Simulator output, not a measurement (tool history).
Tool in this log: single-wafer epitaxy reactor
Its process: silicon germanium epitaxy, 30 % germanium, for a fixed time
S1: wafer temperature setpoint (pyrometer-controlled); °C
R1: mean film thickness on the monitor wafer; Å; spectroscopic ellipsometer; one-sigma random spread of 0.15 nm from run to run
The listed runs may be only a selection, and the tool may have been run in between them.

{"run": 1, "hour": 0.0, "S1": 610, "chamber pressure (mTorr)": 17500, "R1": 689.57}
{"run": 2, "hour": 7.8, "S1": 610, "chamber pressure (mTorr)": 19100, "R1": 724.56}
{"run": 3, "hour": 15.4, "S1": 615, "chamber pressure (mTorr)": 19100, "R1": 783.88}
{"run": 4, "hour": 19.2, "S1": 615, "chamber pressure (mTorr)": 22000, "R1": 840.11}
{"run": 5, "hour": 21.8, "S1": 620, "chamber pressure (mTorr)": 22000, "R1": 911.54}
{"run": 6, "hour": 23.0, "S1": 611, "chamber pressure (mTorr)": 21900, "R1": 786.99}
{"run": 7, "hour": 24.1, "S1": 604, "chamber pressure (mTorr)": 21800, "R1": 704.58}
{"run": 8, "hour": 28.0, "S1": 600, "chamber pressure (mTorr)": 21700, "R1": 659.17}
{"run": 9, "hour": 34.4, "S1": 597, "chamber pressure (mTorr)": 21700, "R1": 628.76}

What will run 10 give?
{"run": 10, "hour": 36.2, "S1": 595, "chamber pressure (mTorr)": 21700, "R1": "?"}

R1: 607.86 Å

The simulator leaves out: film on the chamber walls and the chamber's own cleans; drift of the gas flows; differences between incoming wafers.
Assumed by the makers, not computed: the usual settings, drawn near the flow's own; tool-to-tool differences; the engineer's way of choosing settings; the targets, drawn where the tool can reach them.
